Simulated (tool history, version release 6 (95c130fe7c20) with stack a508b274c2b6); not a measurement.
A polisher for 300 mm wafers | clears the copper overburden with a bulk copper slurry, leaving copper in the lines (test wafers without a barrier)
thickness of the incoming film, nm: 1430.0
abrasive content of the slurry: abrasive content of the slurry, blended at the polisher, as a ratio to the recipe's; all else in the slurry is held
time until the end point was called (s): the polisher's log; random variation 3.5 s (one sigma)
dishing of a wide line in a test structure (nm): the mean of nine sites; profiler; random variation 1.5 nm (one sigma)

run,hour,flow of slurry (ml/min),pressure of the wafer on the pad (psi),speed of the pad under the wafer (cm/s),abrasive content of the slurry,overpolish time after the end point (s),time until the end point was called (s),dishing of a wide line in a test structure (nm)
1,0,155,3,140,1,28,107.2,119.88
2,0.7,155,2.6,136,1,30,123.69,112.38
3,8.3,155,2.6,114,1,30,139.36,113.12
4,9.9,155,2.1,114,1,30,164.34,100.74
5,10.8,155,2.4,114,1,30,147.35,108.13
6,13.9,155,2.2,112,1,31,155.77,102.85

Run 7 comes next. What will it give?
7,18.9,155,2.1,108,1,33,?,?

Run 7 gave time until the end point was called (s) 167.17, dishing of a wide line in a test structure (nm) 101.96.
